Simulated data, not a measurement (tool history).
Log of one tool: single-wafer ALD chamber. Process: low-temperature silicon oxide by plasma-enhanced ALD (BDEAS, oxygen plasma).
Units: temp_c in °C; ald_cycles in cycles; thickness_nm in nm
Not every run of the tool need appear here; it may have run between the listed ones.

Run 1, hour 0: temp_c 95 °C, ald_cycles 38 cycles. Result: thickness_nm 5.3023 nm.
Run 2, hour 0.6: temp_c 91 °C, ald_cycles 38 cycles. Result: thickness_nm 5.336 nm.
Run 3, hour 4.4: temp_c 96 °C, ald_cycles 38 cycles. Result: thickness_nm 5.2399 nm.
Run 4, hour 12.1: temp_c 91 °C, ald_cycles 38 cycles. Result: thickness_nm 5.3432 nm.
Run 5, hour 17.4: temp_c 91 °C, ald_cycles 43 cycles. Result: thickness_nm 6.0783 nm.
At hour 23.2: thermocouple changed; heater temperature recalibrated.
Run 6, hour 23.2: temp_c 93 °C, ald_cycles 43 cycles. Result: thickness_nm 6.0585 nm.

What will run 7 give?
Run 7, hour 23.9: temp_c 95 °C, ald_cycles 43 cycles. Result: thickness_nm ?.

{"run 7": {"thickness_nm": 5.9953}}
